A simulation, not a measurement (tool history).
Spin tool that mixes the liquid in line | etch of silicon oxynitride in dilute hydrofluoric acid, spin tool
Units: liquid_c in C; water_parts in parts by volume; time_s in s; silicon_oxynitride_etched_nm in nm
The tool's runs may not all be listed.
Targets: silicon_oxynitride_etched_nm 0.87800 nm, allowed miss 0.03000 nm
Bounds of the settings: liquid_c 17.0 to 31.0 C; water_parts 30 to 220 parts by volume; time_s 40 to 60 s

| run | hour | liquid_c | water_parts | time_s | silicon_oxynitride_etched_nm |
|---|---|---|---|---|---|
| 1 | 0.0 | 23.0 | 125 | 60 | 1.79500 |
| 2 | 8.4 | 21.5 | 140 | 60 | 1.48130 |
| 3 | 12.1 | 24.0 | 140 | 60 | 1.64220 |
| 4 | 17.0 | 24.0 | 140 | 60 | 1.62640 |
| 5 | 26.0 | 24.0 | 140 | 40 | 1.11820 |
| 6 | 28.4 | 24.0 | 145 | 40 | 1.07120 |
| 7 | 33.8 | 24.0 | 150 | 40 | 1.01430 |
| 8 | 38.8 | 23.5 | 150 | 40 | 0.98026 |

Which of these 5 next moves meets every target?
| A | 43.8 | 23.5 | 140 | 45 | ? |
| B | 43.8 | 24.5 | 155 | 40 | ? |
| C | 43.8 | 22.5 | 170 | 40 | ? |
| D | 43.8 | 21.0 | 185 | 50 | ? |
| E | 43.8 | 25.0 | 170 | 40 | ? |

| move | silicon_oxynitride_etched_nm |
|---|---|
| A | 1.21670 |
| B | 1.01070 |
| C | 0.83129 |
| D | 0.88151 |
| E | 0.93134 |
A: further off than the last run
B: further off than the last run
C: takes the result that was furthest off past its target
D: meets every target
E: nearer than the last run, and not there yet
The right move is D.
